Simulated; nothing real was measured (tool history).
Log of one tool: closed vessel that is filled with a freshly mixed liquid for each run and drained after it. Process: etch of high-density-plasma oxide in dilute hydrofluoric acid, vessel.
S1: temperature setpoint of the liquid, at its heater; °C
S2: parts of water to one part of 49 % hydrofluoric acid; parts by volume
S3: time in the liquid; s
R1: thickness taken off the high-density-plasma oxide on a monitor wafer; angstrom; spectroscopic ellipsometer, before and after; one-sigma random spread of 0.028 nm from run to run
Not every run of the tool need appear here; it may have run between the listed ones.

run	day	S1	S2	S3	R1
1	0.000	21.0	255	835	134.630
2	0.383	21.0	185	835	197.620
3	0.725	20.0	215	835	158.450
4	0.838	19.5	235	835	139.390
5	1.050	19.5	235	835	139.600
6	1.200	19.5	295	835	105.930
7	1.433	19.0	300	835	101.670
8	1.700	18.5	305	835	98.015

What will run 9 give?
9	1.992	18.0	310	835	?

Run 9 gave R1 93.845 angstrom.

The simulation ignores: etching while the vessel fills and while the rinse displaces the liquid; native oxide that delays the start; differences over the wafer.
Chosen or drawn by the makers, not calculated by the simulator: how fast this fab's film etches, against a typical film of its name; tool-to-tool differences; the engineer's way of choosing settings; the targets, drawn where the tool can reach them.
